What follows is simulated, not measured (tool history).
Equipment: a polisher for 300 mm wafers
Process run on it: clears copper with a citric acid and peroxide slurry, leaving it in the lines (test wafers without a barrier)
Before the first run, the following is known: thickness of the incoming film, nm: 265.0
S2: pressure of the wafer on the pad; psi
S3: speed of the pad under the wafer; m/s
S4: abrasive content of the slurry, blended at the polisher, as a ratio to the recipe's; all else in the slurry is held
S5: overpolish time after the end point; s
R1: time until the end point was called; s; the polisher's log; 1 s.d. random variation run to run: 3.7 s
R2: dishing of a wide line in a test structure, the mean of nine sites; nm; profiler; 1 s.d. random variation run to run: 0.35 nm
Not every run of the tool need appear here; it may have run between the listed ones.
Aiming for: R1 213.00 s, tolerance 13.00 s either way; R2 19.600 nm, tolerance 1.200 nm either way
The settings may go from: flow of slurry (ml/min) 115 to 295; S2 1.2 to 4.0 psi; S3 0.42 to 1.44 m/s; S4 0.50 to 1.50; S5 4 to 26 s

{"run": 1, "day": 0.0, "flow of slurry (ml/min)": 190, "S2": 2.6, "S3": 0.92, "S4": 1.0, "S5": 13, "R1": 183.31, "R2": 12.956}
{"run": 2, "day": 0.317, "flow of slurry (ml/min)": 190, "S2": 3.0, "S3": 0.92, "S4": 1.0, "S5": 13, "R1": 163.87, "R2": 14.492}
{"run": 3, "day": 0.438, "flow of slurry (ml/min)": 190, "S2": 3.0, "S3": 0.92, "S4": 1.1, "S5": 13, "R1": 165.42, "R2": 15.043}
{"run": 4, "day": 0.496, "flow of slurry (ml/min)": 155, "S2": 3.0, "S3": 0.92, "S4": 1.1, "S5": 13, "R1": 169.89, "R2": 14.827}
{"run": 5, "day": 0.692, "flow of slurry (ml/min)": 155, "S2": 3.0, "S3": 0.92, "S4": 1.25, "S5": 13, "R1": 161.29, "R2": 15.162}
{"run": 6, "day": 1.062, "flow of slurry (ml/min)": 150, "S2": 2.9, "S3": 0.92, "S4": 1.25, "S5": 14, "R1": 167.5, "R2": 15.032}
{"run": 7, "day": 1.442, "flow of slurry (ml/min)": 150, "S2": 2.3, "S3": 0.84, "S4": 1.25, "S5": 20, "R1": 213.34, "R2": 16.931}
{"run": 8, "day": 1.608, "flow of slurry (ml/min)": 145, "S2": 2.3, "S3": 0.84, "S4": 1.25, "S5": 21, "R1": 219.63, "R2": 17.167}

Pick the move, out of 5, that brings all results within their allowed miss; only one does.
{"run": "A", "day": 1.775, "flow of slurry (ml/min)": 140, "S2": 3.0, "S3": 0.88, "S4": 1.2, "S5": 16, "R1": "?", "R2": "?"}
{"run": "B", "day": 1.775, "flow of slurry (ml/min)": 120, "S2": 2.5, "S3": 0.84, "S4": 1.35, "S5": 19, "R1": "?", "R2": "?"}
{"run": "C", "day": 1.775, "flow of slurry (ml/min)": 125, "S2": 2.6, "S3": 0.92, "S4": 1.35, "S5": 17, "R1": "?", "R2": "?"}
{"run": "D", "day": 1.775, "flow of slurry (ml/min)": 175, "S2": 2.3, "S3": 0.86, "S4": 1.2, "S5": 23, "R1": "?", "R2": "?"}
{"run": "E", "day": 1.775, "flow of slurry (ml/min)": 155, "S2": 2.4, "S3": 0.84, "S4": 1.3, "S5": 20, "R1": "?", "R2": "?"}

move=A R1=178.74 R2=16.725
move=B R1=217.40 R2=16.310
move=C R1=193.16 R2=16.422
move=D R1=216.15 R2=19.366
move=E R1=213.93 R2=17.304
A: its largest miss is bigger than the last run's
B: its largest miss is bigger than the last run's
C: its largest miss is bigger than the last run's
D: all results in spec
E: an improvement on the last run, though not all results are within tolerance
D is the move that brings every result within its allowed miss.
